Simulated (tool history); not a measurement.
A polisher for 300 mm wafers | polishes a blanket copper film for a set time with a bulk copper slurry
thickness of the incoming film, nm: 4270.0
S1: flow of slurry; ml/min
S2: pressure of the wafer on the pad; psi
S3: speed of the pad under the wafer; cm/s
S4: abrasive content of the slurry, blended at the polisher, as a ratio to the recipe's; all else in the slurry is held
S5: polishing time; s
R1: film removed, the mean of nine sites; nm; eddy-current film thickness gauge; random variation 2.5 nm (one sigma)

| run | hour | S1 | S2 | S3 | S4 | S5 | R1 |
|---|---|---|---|---|---|---|---|
| 1 | 0.0 | 305 | 2.0 | 116 | 1.0 | 48 | 297.41 |
| 2 | 5.7 | 305 | 2.4 | 116 | 1.0 | 48 | 356.91 |
| 3 | 12.0 | 305 | 2.2 | 116 | 1.0 | 48 | 317.22 |
| 4 | 15.6 | 305 | 2.2 | 116 | 0.8 | 48 | 303.51 |
| 5 | 18.1 | 305 | 2.1 | 116 | 0.8 | 48 | 294.20 |
| 6 | 23.3 | 305 | 2.1 | 116 | 0.7 | 48 | 280.78 |
| 7 | 31.3 | 305 | 1.5 | 114 | 0.7 | 48 | 196.26 |

Forecast run 8:
| 8 | 34.3 | 305 | 1.5 | 114 | 0.7 | 48 | ? |

R1: 204.31 nm
